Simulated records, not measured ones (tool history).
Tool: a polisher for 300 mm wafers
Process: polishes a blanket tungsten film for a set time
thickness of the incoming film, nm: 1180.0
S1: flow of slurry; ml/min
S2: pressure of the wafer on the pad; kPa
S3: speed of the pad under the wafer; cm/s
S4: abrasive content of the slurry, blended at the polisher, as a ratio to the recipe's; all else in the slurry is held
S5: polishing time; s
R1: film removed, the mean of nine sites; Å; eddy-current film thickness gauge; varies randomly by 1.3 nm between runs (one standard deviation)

Run 1, hour 0.0: S1 300 ml/min, S2 33.1 kPa, S3 120 cm/s, S4 1.0, S5 50 s. Result: R1 3239.5 Å.
Run 2, hour 8.2: S1 300 ml/min, S2 30.3 kPa, S3 118 cm/s, S4 1.0, S5 50 s. Result: R1 2965.9 Å.
Run 3, hour 9.1: S1 300 ml/min, S2 28.3 kPa, S3 116 cm/s, S4 1.0, S5 50 s. Result: R1 2710.6 Å.
Run 4, hour 17.4: S1 300 ml/min, S2 28.3 kPa, S3 90 cm/s, S4 1.0, S5 50 s. Result: R1 2130.0 Å.
Run 5, hour 21.8: S1 300 ml/min, S2 28.3 kPa, S3 90 cm/s, S4 1.0, S5 53 s. Result: R1 2256.7 Å.
Run 6, hour 27.6: S1 300 ml/min, S2 24.8 kPa, S3 90 cm/s, S4 1.0, S5 53 s. Result: R1 1975.6 Å.

For run 7, what comes out?
Run 7, hour 30.2: S1 300 ml/min, S2 24.1 kPa, S3 90 cm/s, S4 1.0, S5 53 s. Result: R1 ?.

{"run 7": {"R1": 1929.6}}
